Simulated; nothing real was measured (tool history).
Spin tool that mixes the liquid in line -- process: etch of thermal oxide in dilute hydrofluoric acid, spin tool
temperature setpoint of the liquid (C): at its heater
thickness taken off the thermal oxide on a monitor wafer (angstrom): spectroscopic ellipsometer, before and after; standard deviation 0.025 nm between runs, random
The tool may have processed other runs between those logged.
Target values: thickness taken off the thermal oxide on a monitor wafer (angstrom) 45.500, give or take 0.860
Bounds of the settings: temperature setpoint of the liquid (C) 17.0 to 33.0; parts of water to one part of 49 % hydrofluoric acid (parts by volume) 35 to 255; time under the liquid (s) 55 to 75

run	hour	temperature setpoint of the liquid (C)	parts of water to one part of 49 % hydrofluoric acid (parts by volume)	time under the liquid (s)	thickness taken off the thermal oxide on a monitor wafer (angstrom)
1	0.0	25.0	145	75	24.764
2	4.3	22.0	145	75	22.147
3	8.3	22.0	145	75	22.149
4	15.5	24.5	135	75	26.472
5	18.3	24.5	160	75	21.668
6	24.0	27.0	160	75	23.672
7	29.0	28.5	145	75	28.189
8	31.1	29.5	135	75	31.829
9	34.4	30.5	130	75	34.476
10	41.5	31.0	125	75	36.556
11	47.4	31.5	120	75	39.341
12	49.6	31.5	120	75	39.092
13	57.8	32.0	115	75	42.223

Which single option among these 4 for the next run brings every result within its allowed miss of target? Just one does.
A	66.0	31.0	110	75	?
B	66.0	31.5	85	55	?
C	66.0	31.5	110	75	?
D	66.0	31.5	100	70	?

move	thickness taken off the thermal oxide on a monitor wafer (angstrom)
A	42.830
B	42.949
C	43.624
D	45.442
A: better than the last run, though not everything is in spec
B: better than the last run, though not everything is in spec
C: better than the last run, though not everything is in spec
D: all results in spec
D is the move that brings every result within its allowed miss.

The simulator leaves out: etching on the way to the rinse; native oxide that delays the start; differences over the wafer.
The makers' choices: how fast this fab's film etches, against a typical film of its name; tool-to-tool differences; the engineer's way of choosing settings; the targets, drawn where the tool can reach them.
